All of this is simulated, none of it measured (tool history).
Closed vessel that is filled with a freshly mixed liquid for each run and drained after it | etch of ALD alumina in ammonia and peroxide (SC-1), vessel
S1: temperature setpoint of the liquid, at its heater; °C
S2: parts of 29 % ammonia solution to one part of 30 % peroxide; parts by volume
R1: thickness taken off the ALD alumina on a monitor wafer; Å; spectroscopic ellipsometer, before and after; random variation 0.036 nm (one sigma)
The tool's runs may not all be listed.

{"run": 1, "day": 0.0, "S1": 62, "S2": 0.95, "time in the liquid (s)": 160, "R1": 140.49}
{"run": 2, "day": 0.071, "S1": 62, "S2": 0.95, "time in the liquid (s)": 170, "R1": 148.4}
{"run": 3, "day": 0.2, "S1": 59.5, "S2": 0.95, "time in the liquid (s)": 170, "R1": 129.9}
{"run": 4, "day": 0.271, "S1": 57.5, "S2": 0.95, "time in the liquid (s)": 170, "R1": 116.39}
{"run": 5, "day": 0.296, "S1": 57.5, "S2": 1.2, "time in the liquid (s)": 170, "R1": 120.97}
{"run": 6, "day": 0.629, "S1": 55.5, "S2": 1.2, "time in the liquid (s)": 170, "R1": 108.03}
{"run": 7, "day": 0.821, "S1": 54, "S2": 1.2, "time in the liquid (s)": 170, "R1": 100.24}
{"run": 8, "day": 1.029, "S1": 53, "S2": 1.2, "time in the liquid (s)": 170, "R1": 95.726}

Run 9 comes next. What will it give?
{"run": 9, "day": 1.167, "S1": 53, "S2": 1.2, "time in the liquid (s)": 170, "R1": "?"}

Run 9 gave R1 94.37 Å.
